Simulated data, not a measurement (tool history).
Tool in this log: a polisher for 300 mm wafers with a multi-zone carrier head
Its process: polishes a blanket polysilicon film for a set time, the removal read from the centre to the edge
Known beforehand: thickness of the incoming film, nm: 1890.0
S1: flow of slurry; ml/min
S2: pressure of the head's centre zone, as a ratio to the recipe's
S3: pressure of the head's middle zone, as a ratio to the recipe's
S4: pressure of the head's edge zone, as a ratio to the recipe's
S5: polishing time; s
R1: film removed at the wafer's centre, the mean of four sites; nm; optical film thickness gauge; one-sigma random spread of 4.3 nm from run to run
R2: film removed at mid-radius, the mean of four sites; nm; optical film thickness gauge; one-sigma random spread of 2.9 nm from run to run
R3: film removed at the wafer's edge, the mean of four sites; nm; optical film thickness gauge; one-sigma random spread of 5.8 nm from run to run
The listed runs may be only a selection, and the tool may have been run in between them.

Run 1, day 0: S1 290 ml/min, S2 1, S3 1, S4 1, S5 59 s. Result: R1 617.12 nm, R2 612.25 nm, R3 588.56 nm.
Run 2, day 0.296: S1 290 ml/min, S2 1, S3 0.95, S4 1, S5 59 s. Result: R1 625.27 nm, R2 600.34 nm, R3 601.44 nm.
Run 3, day 0.646: S1 290 ml/min, S2 1, S3 0.95, S4 0.96, S5 59 s. Result: R1 615.63 nm, R2 606.38 nm, R3 562.49 nm.
Run 4, day 0.812: S1 280 ml/min, S2 1.02, S3 0.92, S4 0.97, S5 54 s. Result: R1 575.18 nm, R2 537.75 nm, R3 541.89 nm.
Run 5, day 1.038: S1 275 ml/min, S2 1.04, S3 0.89, S4 0.95, S5 51 s. Result: R1 553.29 nm, R2 508.81 nm, R3 500.42 nm.
Run 6, day 1.246: S1 270 ml/min, S2 1.06, S3 0.87, S4 0.96, S5 48 s. Result: R1 522.28 nm, R2 456.13 nm, R3 472.44 nm.
Run 7, day 1.396: S1 260 ml/min, S2 1.07, S3 0.86, S4 0.96, S5 47 s. Result: R1 524.03 nm, R2 447.17 nm, R3 463.61 nm.

Run 8, settings as shown, results not yet in. Your forecast:
Run 8, day 1.529: S1 250 ml/min, S2 1.07, S3 0.85, S4 0.96, S5 46 s. Result: R1 ?, R2 ?, R3 ?.

R1: 507.68 nm
R2: 439.59 nm
R3: 453.36 nm
